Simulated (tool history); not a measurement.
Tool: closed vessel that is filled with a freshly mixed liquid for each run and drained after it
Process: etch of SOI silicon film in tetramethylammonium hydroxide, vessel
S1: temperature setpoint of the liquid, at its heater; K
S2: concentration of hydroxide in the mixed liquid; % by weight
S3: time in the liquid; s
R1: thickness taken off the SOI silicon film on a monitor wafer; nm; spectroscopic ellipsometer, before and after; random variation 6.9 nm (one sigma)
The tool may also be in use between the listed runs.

Run 1, day 0: S1 345.15 K, S2 16.5 % by weight, S3 85 s. Result: R1 568.79 nm.
Run 2, day 0.112: S1 347.15 K, S2 16.5 % by weight, S3 85 s. Result: R1 631.98 nm.
Run 3, day 0.171: S1 345.15 K, S2 16.5 % by weight, S3 85 s. Result: R1 557.86 nm.
Run 4, day 0.288: S1 340.15 K, S2 16.5 % by weight, S3 85 s. Result: R1 416.85 nm.
Run 5, day 0.425: S1 340.15 K, S2 15 % by weight, S3 85 s. Result: R1 430.24 nm.
Run 6, day 0.612: S1 338.15 K, S2 15 % by weight, S3 85 s. Result: R1 386.42 nm.
Run 7, day 0.754: S1 338.15 K, S2 15 % by weight, S3 85 s. Result: R1 383.14 nm.
Run 8, day 0.925: S1 342.15 K, S2 15 % by weight, S3 85 s. Result: R1 484.86 nm.
Run 9, day 1.021: S1 345.15 K, S2 15 % by weight, S3 85 s. Result: R1 583.72 nm.
At day 1.3: thermometer replaced.
Run 10, day 1.3: S1 347.15 K, S2 15 % by weight, S3 85 s. Result: R1 581.04 nm.
Run 11, day 1.429: S1 349.65 K, S2 15 % by weight, S3 85 s. Result: R1 683.39 nm.
Run 12, day 1.767: S1 351.15 K, S2 15 % by weight, S3 85 s. Result: R1 747.17 nm.

Forecast run 13:
Run 13, day 1.962: S1 352.15 K, S2 15 % by weight, S3 85 s. Result: R1 ?.

Run 13 gave R1 780.34 nm.

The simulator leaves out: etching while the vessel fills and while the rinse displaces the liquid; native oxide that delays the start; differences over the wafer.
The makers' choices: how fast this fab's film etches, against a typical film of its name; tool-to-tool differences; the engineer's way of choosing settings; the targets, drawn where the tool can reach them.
